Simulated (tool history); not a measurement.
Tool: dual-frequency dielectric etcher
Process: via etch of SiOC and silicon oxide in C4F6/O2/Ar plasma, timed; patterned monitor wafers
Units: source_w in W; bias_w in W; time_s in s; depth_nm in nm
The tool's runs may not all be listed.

{"run": 1, "day": 0.0, "source_w": 260, "bias_w": 145, "time_s": 98.5, "depth_nm": 92.949}
{"run": 2, "day": 0.354, "source_w": 260, "bias_w": 121, "time_s": 98.5, "depth_nm": 86.1}
{"run": 3, "day": 0.433, "source_w": 280, "bias_w": 130, "time_s": 99, "depth_nm": 92.544}
{"run": 4, "day": 0.492, "source_w": 300, "bias_w": 133, "time_s": 99, "depth_nm": 95.079}
{"run": 5, "day": 0.588, "source_w": 310, "bias_w": 139, "time_s": 99, "depth_nm": 99.255}
{"run": 6, "day": 0.858, "source_w": 310, "bias_w": 121, "time_s": 99, "depth_nm": 93.872}

Run 7 comes next. What will it give?
{"run": 7, "day": 0.988, "source_w": 320, "bias_w": 127, "time_s": 99.5, "depth_nm": "?"}

Run 7 gave depth_nm 96.696 nm.
